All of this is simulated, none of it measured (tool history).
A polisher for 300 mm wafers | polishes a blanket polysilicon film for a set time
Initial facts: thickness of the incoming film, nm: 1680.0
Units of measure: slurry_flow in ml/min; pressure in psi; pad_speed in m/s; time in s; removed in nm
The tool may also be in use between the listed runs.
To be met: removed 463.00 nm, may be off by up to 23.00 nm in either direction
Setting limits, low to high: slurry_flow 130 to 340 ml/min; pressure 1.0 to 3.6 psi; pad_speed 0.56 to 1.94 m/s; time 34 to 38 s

Run 1, day 0.000: slurry_flow 220 ml/min, pressure 2.3 psi, pad_speed 1.24 m/s, time 38 s. Result: removed 295.09 nm.
Run 2, day 0.329: slurry_flow 175 ml/min, pressure 2.3 psi, pad_speed 1.24 m/s, time 38 s. Result: removed 282.74 nm.
Run 3, day 0.400: slurry_flow 175 ml/min, pressure 1.9 psi, pad_speed 1.24 m/s, time 38 s. Result: removed 231.87 nm.
Run 4, day 0.771: slurry_flow 180 ml/min, pressure 2.2 psi, pad_speed 1.26 m/s, time 38 s. Result: removed 279.14 nm.
Run 5, day 0.950: slurry_flow 180 ml/min, pressure 2.4 psi, pad_speed 1.26 m/s, time 38 s. Result: removed 293.48 nm.
Run 6, day 1.308: slurry_flow 180 ml/min, pressure 2.4 psi, pad_speed 1.26 m/s, time 38 s. Result: removed 298.23 nm.
Run 7, day 1.529: slurry_flow 185 ml/min, pressure 2.6 psi, pad_speed 1.26 m/s, time 38 s. Result: removed 325.30 nm.
Run 8, day 1.725: slurry_flow 190 ml/min, pressure 2.7 psi, pad_speed 1.26 m/s, time 38 s. Result: removed 342.88 nm.
At day 1.883: slurry nozzle cleaned.
Run 9, day 1.883: slurry_flow 195 ml/min, pressure 2.8 psi, pad_speed 1.26 m/s, time 38 s. Result: removed 381.16 nm.
Run 10, day 2.096: slurry_flow 205 ml/min, pressure 2.8 psi, pad_speed 1.26 m/s, time 38 s. Result: removed 373.08 nm.
Run 11, day 2.179: slurry_flow 210 ml/min, pressure 2.9 psi, pad_speed 1.26 m/s, time 38 s. Result: removed 402.98 nm.

Which one of the following 5 next-run settings gets every result inside its allowed miss? There is exactly one.
Run A, day 2.262: slurry_flow 205 ml/min, pressure 2.8 psi, pad_speed 1.18 m/s, time 38 s. Result: removed ?.
Run B, day 2.262: slurry_flow 180 ml/min, pressure 2.8 psi, pad_speed 1.32 m/s, time 38 s. Result: removed ?.
Run C, day 2.262: slurry_flow 170 ml/min, pressure 2.9 psi, pad_speed 1.30 m/s, time 36 s. Result: removed ?.
Run D, day 2.262: slurry_flow 130 ml/min, pressure 3.3 psi, pad_speed 1.14 m/s, time 34 s. Result: removed ?.
Run E, day 2.262: slurry_flow 165 ml/min, pressure 3.2 psi, pad_speed 1.58 m/s, time 35 s. Result: removed ?.

move  removed
   A   370.10
   B   395.55
   C   380.03
   D   352.30
   E   471.20
A: further off than the last run
B: further off than the last run
C: further off than the last run
D: further off than the last run
E: each result inside its tolerance
The right move is E.
